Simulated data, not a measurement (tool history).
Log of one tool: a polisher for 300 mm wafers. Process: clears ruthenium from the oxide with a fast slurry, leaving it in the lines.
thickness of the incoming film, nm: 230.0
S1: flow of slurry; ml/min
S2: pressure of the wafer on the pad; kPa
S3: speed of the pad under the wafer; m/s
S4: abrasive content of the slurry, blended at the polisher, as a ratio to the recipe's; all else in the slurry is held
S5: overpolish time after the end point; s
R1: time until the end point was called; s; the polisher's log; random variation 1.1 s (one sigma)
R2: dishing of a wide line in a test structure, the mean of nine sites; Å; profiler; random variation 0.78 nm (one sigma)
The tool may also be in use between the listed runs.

Run 1, hour 0: S1 190 ml/min, S2 15.2 kPa, S3 0.9 m/s, S4 1, S5 24 s. Result: R1 79.89 s, R2 474.71 Å.
Run 2, hour 6.2: S1 185 ml/min, S2 14.5 kPa, S3 0.9 m/s, S4 1, S5 28 s. Result: R1 83.958 s, R2 514.62 Å.
Run 3, hour 13.1: S1 180 ml/min, S2 14.5 kPa, S3 0.9 m/s, S4 1, S5 31 s. Result: R1 83.857 s, R2 568.04 Å.
Run 4, hour 14.1: S1 180 ml/min, S2 14.5 kPa, S3 0.9 m/s, S4 1.1, S5 31 s. Result: R1 78.806 s, R2 582.79 Å.
Run 5, hour 21.3: S1 175 ml/min, S2 13.8 kPa, S3 0.9 m/s, S4 1.05, S5 33 s. Result: R1 85.295 s, R2 595.55 Å.
Run 6, hour 27.4: S1 175 ml/min, S2 13.8 kPa, S3 0.9 m/s, S4 1.05, S5 34 s. Result: R1 84.544 s, R2 596.69 Å.
Run 7, hour 29.4: S1 175 ml/min, S2 13.8 kPa, S3 0.9 m/s, S4 1.05, S5 36 s. Result: R1 86.795 s, R2 619.57 Å.
Run 8, hour 32.5: S1 175 ml/min, S2 13.8 kPa, S3 0.9 m/s, S4 1.05, S5 37 s. Result: R1 87.534 s, R2 633.95 Å.

Forecast run 9:
Run 9, hour 37.6: S1 175 ml/min, S2 13.8 kPa, S3 0.9 m/s, S4 1.05, S5 38 s. Result: R1 ?, R2 ?.

{"run 9": {"R1": 84.962, "R2": 662.3}}
